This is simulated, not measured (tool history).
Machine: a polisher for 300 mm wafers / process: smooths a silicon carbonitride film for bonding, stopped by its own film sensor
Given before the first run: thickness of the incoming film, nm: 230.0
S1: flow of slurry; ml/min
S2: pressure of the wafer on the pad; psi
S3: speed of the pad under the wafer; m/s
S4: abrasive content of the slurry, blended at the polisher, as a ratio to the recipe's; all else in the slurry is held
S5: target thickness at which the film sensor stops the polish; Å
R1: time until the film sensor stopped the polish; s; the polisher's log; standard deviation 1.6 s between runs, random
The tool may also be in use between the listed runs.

{"run": 1, "hour": 0.0, "S1": 200, "S2": 1.8, "S3": 0.76, "S4": 1, "S5": 2050, "R1": 160.25}
{"run": 2, "hour": 1.9, "S1": 200, "S2": 1.4, "S3": 0.76, "S4": 1, "S5": 2050, "R1": 190.09}
{"run": 3, "hour": 5.7, "S1": 200, "S2": 1.7, "S3": 0.78, "S4": 1, "S5": 2050, "R1": 163.63}
{"run": 4, "hour": 6.5, "S1": 245, "S2": 1.7, "S3": 0.78, "S4": 1, "S5": 2050, "R1": 157.29}
{"run": 5, "hour": 11.2, "S1": 295, "S2": 1.7, "S3": 0.78, "S4": 1, "S5": 2050, "R1": 154.16}
{"run": 6, "hour": 12.1, "S1": 295, "S2": 1.9, "S3": 0.8, "S4": 1, "S5": 2050, "R1": 141.65}
{"hour": 19.7, "done": "worn pad replaced by a new one"}
{"run": 7, "hour": 19.7, "S1": 295, "S2": 1.9, "S3": 0.8, "S4": 1, "S5": 2050, "R1": 125.1}

Predict the results of run 8:
{"run": 8, "hour": 21.3, "S1": 295, "S2": 2, "S3": 0.8, "S4": 1, "S5": 2050, "R1": "?"}

R1: 121.64 s
